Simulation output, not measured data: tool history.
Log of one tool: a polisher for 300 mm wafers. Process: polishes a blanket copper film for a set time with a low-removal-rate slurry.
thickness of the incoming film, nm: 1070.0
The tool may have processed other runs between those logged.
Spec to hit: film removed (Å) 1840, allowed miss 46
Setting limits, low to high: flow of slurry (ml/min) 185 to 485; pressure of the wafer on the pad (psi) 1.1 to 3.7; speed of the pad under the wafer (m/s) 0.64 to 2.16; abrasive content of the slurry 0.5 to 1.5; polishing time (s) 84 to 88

run	hour	flow of slurry (ml/min)	pressure of the wafer on the pad (psi)	speed of the pad under the wafer (m/s)	abrasive content of the slurry	polishing time (s)	film removed (Å)
1	0	310	2.4	1.4	1	84	2977.4
2	7.7	310	2.4	1.4	1	84	3027
3	10.1	305	2	1.4	1	84	2501.9
4	14.9	305	2	1.4	1.15	84	2602.4
5	22	300	1.7	1.4	1.15	84	2204
6	27.4	300	1.7	1.4	1.15	84	2204.5
7	30	290	1.2	1.4	1.15	84	1568.6
8	32.3	325	1.3	1.4	1.15	84	1733
9	33.2	380	1.3	1.4	1.15	84	1756.6

Which of these 5 next moves meets every target?
A	34.1	335	1.7	1.24	0.9	88	?
B	34.1	400	1.4	1.28	1.2	84	?
C	34.1	435	1.6	1.14	1.25	87	?
D	34.1	340	2	0.9	0.95	86	?
E	34.1	460	1.4	1.24	1.05	84	?

move	film removed (Å)
A	1956.7
B	1738.9
C	1857.6
D	1666.8
E	1648.3
A: pushes the last run's worst result past its target
B: lands further from the targets than the last run did
C: hits every target within its allowed miss
D: lands further from the targets than the last run did
E: lands further from the targets than the last run did
The move that meets every target is C.
